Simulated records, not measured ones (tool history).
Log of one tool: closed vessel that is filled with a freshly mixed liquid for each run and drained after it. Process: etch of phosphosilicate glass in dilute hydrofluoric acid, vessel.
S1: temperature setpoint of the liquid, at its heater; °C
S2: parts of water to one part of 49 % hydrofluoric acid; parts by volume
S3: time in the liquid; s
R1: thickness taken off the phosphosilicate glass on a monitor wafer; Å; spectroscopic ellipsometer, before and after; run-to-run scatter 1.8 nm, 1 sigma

run,day,S1,S2,S3,R1
1,0,25,135,90,1226.2
2,0.258,26,135,90,1277.1
3,0.404,26,135,95,1364
4,0.538,27,130,95,1474.3
5,0.625,28,125,95,1582.1
6,0.875,30.5,125,95,1721.5
7,1.075,31,120,95,1866.9

Predict the results of run 8:
# day 1.392: thermometer replaced
8,1.392,33,115,95,?

R1: 2013.4 Å
